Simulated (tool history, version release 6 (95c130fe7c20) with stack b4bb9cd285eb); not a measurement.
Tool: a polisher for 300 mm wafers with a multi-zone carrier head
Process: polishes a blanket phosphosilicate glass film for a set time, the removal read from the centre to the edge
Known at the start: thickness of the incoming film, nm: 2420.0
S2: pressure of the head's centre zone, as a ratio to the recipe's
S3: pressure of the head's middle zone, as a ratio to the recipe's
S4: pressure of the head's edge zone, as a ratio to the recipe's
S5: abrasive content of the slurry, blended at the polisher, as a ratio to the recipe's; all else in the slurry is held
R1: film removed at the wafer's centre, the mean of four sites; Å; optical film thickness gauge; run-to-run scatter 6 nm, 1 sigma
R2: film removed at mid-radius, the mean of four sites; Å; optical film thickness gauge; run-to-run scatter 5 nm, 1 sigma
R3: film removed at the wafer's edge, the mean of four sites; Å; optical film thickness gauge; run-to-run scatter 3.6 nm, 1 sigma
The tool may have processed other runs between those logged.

Run 1, hour 0.0: flow of slurry (ml/min) 300, S2 1.00, S3 1.00, S4 1.00, S5 1.00, polishing time (s) 64. Result: R1 5377.1 Å, R2 5444.9 Å, R3 5262.4 Å.
Run 2, hour 5.6: flow of slurry (ml/min) 300, S2 1.00, S3 1.00, S4 1.00, S5 1.00, polishing time (s) 79. Result: R1 6585.6 Å, R2 6784.6 Å, R3 6520.3 Å.
Run 3, hour 12.4: flow of slurry (ml/min) 300, S2 1.00, S3 1.00, S4 1.00, S5 0.85, polishing time (s) 79. Result: R1 6171.2 Å, R2 6255.8 Å, R3 5937.6 Å.
Run 4, hour 14.5: flow of slurry (ml/min) 300, S2 1.00, S3 1.00, S4 1.00, S5 0.70, polishing time (s) 79. Result: R1 5537.6 Å, R2 5524.8 Å, R3 5382.5 Å.
Run 5, hour 17.6: flow of slurry (ml/min) 300, S2 1.00, S3 1.00, S4 1.00, S5 0.70, polishing time (s) 85. Result: R1 5800.6 Å, R2 5853.6 Å, R3 5766.2 Å.
Run 6, hour 22.5: flow of slurry (ml/min) 300, S2 1.00, S3 0.93, S4 1.00, S5 0.70, polishing time (s) 85. Result: R1 5868.9 Å, R2 5600.7 Å, R3 5815.4 Å.
Run 7, hour 31.0: flow of slurry (ml/min) 295, S2 1.00, S3 0.91, S4 0.99, S5 0.65, polishing time (s) 85. Result: R1 5601.1 Å, R2 5414.2 Å, R3 5539.9 Å.
Run 8, hour 38.1: flow of slurry (ml/min) 295, S2 1.01, S3 0.90, S4 1.00, S5 0.65, polishing time (s) 84. Result: R1 5600.3 Å, R2 5253.7 Å, R3 5501.9 Å.
Run 9, hour 39.3: flow of slurry (ml/min) 265, S2 1.02, S3 0.81, S4 0.95, S5 0.50, polishing time (s) 81. Result: R1 4404.9 Å, R2 3829.2 Å, R3 4328.3 Å.
Run 10, hour 41.4: flow of slurry (ml/min) 285, S2 1.02, S3 0.81, S4 0.96, S5 0.50, polishing time (s) 81. Result: R1 4505.5 Å, R2 3899.1 Å, R3 4355.1 Å.
Run 11, hour 47.7: flow of slurry (ml/min) 290, S2 1.03, S3 0.82, S4 0.98, S5 0.50, polishing time (s) 81. Result: R1 4639.3 Å, R2 3946.6 Å, R3 4351.0 Å.
Run 12, hour 52.8: flow of slurry (ml/min) 290, S2 1.03, S3 0.82, S4 1.00, S5 0.50, polishing time (s) 81. Result: R1 4585.8 Å, R2 3952.5 Å, R3 4392.0 Å.
Run 13, hour 54.8: flow of slurry (ml/min) 295, S2 1.03, S3 0.82, S4 1.01, S5 0.50, polishing time (s) 81. Result: R1 4612.2 Å, R2 3904.3 Å, R3 4408.5 Å.
Run 14, hour 61.1: flow of slurry (ml/min) 300, S2 1.03, S3 0.83, S4 1.02, S5 0.50, polishing time (s) 81. Result: R1 4583.0 Å, R2 3990.1 Å, R3 4437.1 Å.
Run 15, hour 64.0: flow of slurry (ml/min) 300, S2 1.04, S3 0.83, S4 1.03, S5 0.50, polishing time (s) 81. Result: R1 4582.9 Å, R2 4007.9 Å, R3 4528.3 Å.
Run 16, hour 68.0: flow of slurry (ml/min) 305, S2 1.05, S3 0.84, S4 1.04, S5 0.50, polishing time (s) 81. Result: R1 4708.8 Å, R2 4021.1 Å, R3 4509.8 Å.
Run 17, hour 75.8: flow of slurry (ml/min) 310, S2 1.05, S3 0.85, S4 1.05, S5 0.50, polishing time (s) 81. Result: R1 4744.3 Å, R2 4063.9 Å, R3 4512.0 Å.
Run 18, hour 81.4: flow of slurry (ml/min) 310, S2 1.05, S3 0.85, S4 1.06, S5 0.50, polishing time (s) 81. Result: R1 4790.6 Å, R2 4050.7 Å, R3 4543.4 Å.

The next listed run, before its measurement:
Run 19, hour 86.6: flow of slurry (ml/min) 315, S2 1.05, S3 0.86, S4 1.07, S5 0.50, polishing time (s) 81. Result: R1 ?, R2 ?, R3 ?.

Run 19 came out at R1 4810.4 Å, R2 4095.9 Å, R3 4570.0 Å.

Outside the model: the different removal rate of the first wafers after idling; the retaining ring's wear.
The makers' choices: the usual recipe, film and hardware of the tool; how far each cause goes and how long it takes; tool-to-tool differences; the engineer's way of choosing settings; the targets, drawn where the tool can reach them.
